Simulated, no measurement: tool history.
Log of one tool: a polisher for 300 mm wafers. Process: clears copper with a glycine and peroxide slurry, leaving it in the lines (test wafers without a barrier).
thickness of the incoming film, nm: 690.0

run  hour  flow of slurry (ml/min)  pressure of the wafer on the pad (psi)  speed of the pad under the wafer (m/s)  overpolish time after the end point (s)  time until the end point was called (s)  dishing of a wide line in a test structure (angstrom)
  1   0.0                      260                                     3.3                                    1.04                                        8                                   141.09                                                 223.06
  2   9.1                      260                                     2.8                                    1.04                                        8                                   163.90                                                 203.03
  3  15.4                      260                                     3.4                                    1.04                                        8                                   138.57                                                 225.59
  4  23.9                      230                                     3.4                                    1.04                                        8                                   142.94                                                 224.69
  5  28.0                      230                                     3.4                                    1.04                                        5                                   141.63                                                 150.37
  6  35.7                      230                                     2.6                                    1.04                                        5                                   175.45                                                 125.06

Forecast run 7:
  7  38.2                      215                                     3.6                                    1.00                                        9                                        ?                                                      ?

{"run 7": {"time until the end point was called (s)": 142.85, "dishing of a wide line in a test structure (angstrom)": 251.19}}

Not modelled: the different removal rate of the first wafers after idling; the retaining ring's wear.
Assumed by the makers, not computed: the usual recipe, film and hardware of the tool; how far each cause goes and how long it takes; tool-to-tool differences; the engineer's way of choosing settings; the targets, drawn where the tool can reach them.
